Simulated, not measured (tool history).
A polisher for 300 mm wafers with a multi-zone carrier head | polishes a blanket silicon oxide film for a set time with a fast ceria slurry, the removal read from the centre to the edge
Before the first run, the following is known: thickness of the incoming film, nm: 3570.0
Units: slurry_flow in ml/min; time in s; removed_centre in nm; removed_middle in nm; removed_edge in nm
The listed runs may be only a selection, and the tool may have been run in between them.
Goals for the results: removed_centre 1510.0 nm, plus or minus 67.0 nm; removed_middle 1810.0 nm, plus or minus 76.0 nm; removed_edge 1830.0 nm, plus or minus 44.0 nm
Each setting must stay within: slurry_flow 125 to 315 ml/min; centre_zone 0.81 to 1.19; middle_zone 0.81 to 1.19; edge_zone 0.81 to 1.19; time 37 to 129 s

run,hour,slurry_flow,centre_zone,middle_zone,edge_zone,time,removed_centre,removed_middle,removed_edge
1,0.0,205,1.00,1.00,1.00,83,1406.2,1437.7,1465.6
2,4.9,215,0.98,1.03,1.06,86,1435.9,1549.4,1546.5
3,9.7,215,0.98,0.97,1.06,86,1453.5,1481.6,1544.0
4,12.1,215,0.98,0.97,1.06,100,1650.1,1714.4,1794.4
5,14.2,210,0.95,0.99,1.07,100,1619.7,1696.5,1796.0
6,22.2,210,1.02,0.99,1.07,100,1736.4,1674.9,1798.6
7,23.2,210,0.97,1.00,1.08,100,1649.8,1711.6,1786.3
8,30.6,215,0.93,1.00,1.09,101,1601.1,1768.2,1841.9
9,38.6,215,0.91,1.01,1.09,101,1556.8,1748.7,1821.5

4 next moves are on the table. One of them brings every result within its allowed miss. Which?
A,46.6,310,0.81,1.05,1.17,96,?,?,?
B,46.6,215,0.87,1.05,1.10,101,?,?,?
C,46.6,195,0.95,0.95,1.14,103,?,?,?
D,46.6,215,0.95,1.03,1.03,102,?,?,?

move,removed_centre,removed_middle,removed_edge
A,1402.9,1847.8,1860.4
B,1506.7,1856.4,1842.4
C,1651.3,1714.6,1890.9
D,1662.5,1843.8,1811.0
A: brings the last run's worst result on target, with another outside its allowed miss
B: every result within its allowed miss
C: lands further from the targets than the last run did
D: brings the last run's worst result on target, with another outside its allowed miss
So the answer is move B, the one that meets all the targets.

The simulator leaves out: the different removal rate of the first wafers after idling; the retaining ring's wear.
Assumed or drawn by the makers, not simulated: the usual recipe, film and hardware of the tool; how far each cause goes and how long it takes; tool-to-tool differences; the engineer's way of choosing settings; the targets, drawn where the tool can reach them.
